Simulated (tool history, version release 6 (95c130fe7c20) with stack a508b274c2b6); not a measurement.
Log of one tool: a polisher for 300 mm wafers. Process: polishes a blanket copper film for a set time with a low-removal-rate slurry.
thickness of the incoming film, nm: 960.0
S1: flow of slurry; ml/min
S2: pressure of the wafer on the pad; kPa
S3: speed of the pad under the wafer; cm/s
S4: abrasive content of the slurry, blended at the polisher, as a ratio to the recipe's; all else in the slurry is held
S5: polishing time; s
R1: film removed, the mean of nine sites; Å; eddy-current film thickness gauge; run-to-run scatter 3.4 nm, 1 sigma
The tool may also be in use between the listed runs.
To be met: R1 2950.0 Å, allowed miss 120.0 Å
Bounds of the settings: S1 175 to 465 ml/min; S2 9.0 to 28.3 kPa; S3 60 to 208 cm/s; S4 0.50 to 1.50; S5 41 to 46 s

{"run": 1, "hour": 0.0, "S1": 295, "S2": 18.6, "S3": 134, "S4": 1.0, "S5": 46, "R1": 1616.4}
{"run": 2, "hour": 5.7, "S1": 295, "S2": 18.6, "S3": 162, "S4": 1.0, "S5": 46, "R1": 1910.1}
{"run": 3, "hour": 12.4, "S1": 295, "S2": 18.6, "S3": 146, "S4": 1.0, "S5": 46, "R1": 1769.1}
{"run": 4, "hour": 20.1, "S1": 295, "S2": 21.4, "S3": 148, "S4": 1.0, "S5": 46, "R1": 2010.7}
{"run": 5, "hour": 26.8, "S1": 295, "S2": 21.4, "S3": 148, "S4": 1.0, "S5": 46, "R1": 2009.1}
{"run": 6, "hour": 28.6, "S1": 295, "S2": 18.6, "S3": 148, "S4": 1.0, "S5": 46, "R1": 1741.1}
{"run": 7, "hour": 36.1, "S1": 295, "S2": 21.4, "S3": 150, "S4": 1.0, "S5": 46, "R1": 2040.1}
{"run": 8, "hour": 41.6, "S1": 295, "S2": 23.4, "S3": 152, "S4": 1.0, "S5": 46, "R1": 2220.8}

Which single option among these 5 for the next run brings every result within its allowed miss of target? Just one does.
{"run": "A", "hour": 47.1, "S1": 260, "S2": 17.9, "S3": 162, "S4": 0.9, "S5": 46, "R1": "?"}
{"run": "B", "hour": 47.1, "S1": 250, "S2": 28.3, "S3": 198, "S4": 0.95, "S5": 46, "R1": "?"}
{"run": "C", "hour": 47.1, "S1": 305, "S2": 21.4, "S3": 138, "S4": 0.8, "S5": 41, "R1": "?"}
{"run": "D", "hour": 47.1, "S1": 235, "S2": 21.4, "S3": 132, "S4": 1.05, "S5": 43, "R1": "?"}
{"run": "E", "hour": 47.1, "S1": 225, "S2": 28.3, "S3": 186, "S4": 0.7, "S5": 46, "R1": "?"}

move=A R1=1784.6
move=B R1=3342.9
move=C R1=1562.1
move=D R1=1660.6
move=E R1=2882.4
A: lands further from the targets than the last run did
B: pushes the last run's worst result past its target
C: lands further from the targets than the last run did
D: lands further from the targets than the last run did
E: every result within its allowed miss
So the answer is move E, the one that meets all the targets.

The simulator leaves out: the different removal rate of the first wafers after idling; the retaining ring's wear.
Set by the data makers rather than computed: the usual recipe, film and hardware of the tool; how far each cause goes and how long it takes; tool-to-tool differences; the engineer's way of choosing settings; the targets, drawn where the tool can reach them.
